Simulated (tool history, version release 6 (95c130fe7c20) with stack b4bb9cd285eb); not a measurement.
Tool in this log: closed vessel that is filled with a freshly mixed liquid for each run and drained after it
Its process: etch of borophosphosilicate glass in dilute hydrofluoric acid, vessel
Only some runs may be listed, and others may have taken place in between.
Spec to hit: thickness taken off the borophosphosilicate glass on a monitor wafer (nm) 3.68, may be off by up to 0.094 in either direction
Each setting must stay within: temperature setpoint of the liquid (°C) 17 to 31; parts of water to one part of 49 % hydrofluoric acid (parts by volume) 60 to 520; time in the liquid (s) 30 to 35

run,hour,temperature setpoint of the liquid (°C),parts of water to one part of 49 % hydrofluoric acid (parts by volume),time in the liquid (s),thickness taken off the borophosphosilicate glass on a monitor wafer (nm)
1,0,23,290,35,5.3217
2,7.4,21,290,35,4.9563
3,9.9,18.5,290,35,4.535
4,17.1,17,290,35,4.3
5,19.8,19.5,290,35,4.7457
6,23.8,19.5,290,35,4.7391
7,30.2,19,300,35,4.4153
8,32.1,18.5,305,35,4.2952
9,37.1,18,310,35,4.047
10,45.8,17.5,315,35,3.9622
11,49.2,17.5,320,35,3.8549

5 next moves are on the table. One of them brings every result within its allowed miss. Which?
A,52.6,18.5,305,30,?
B,52.6,17,295,35,?
C,52.6,22.5,315,30,?
D,52.6,19,310,35,?
E,52.6,19.5,295,30,?

move,thickness taken off the borophosphosilicate glass on a monitor wafer (nm)
A,3.6372
B,4.1824
C,4.0324
D,4.2344
E,3.9363
A: hits every target within its allowed miss
B: moves away from the targets compared with the last run
C: moves away from the targets compared with the last run
D: moves away from the targets compared with the last run
E: moves away from the targets compared with the last run
Correct choice: A, which meets every target

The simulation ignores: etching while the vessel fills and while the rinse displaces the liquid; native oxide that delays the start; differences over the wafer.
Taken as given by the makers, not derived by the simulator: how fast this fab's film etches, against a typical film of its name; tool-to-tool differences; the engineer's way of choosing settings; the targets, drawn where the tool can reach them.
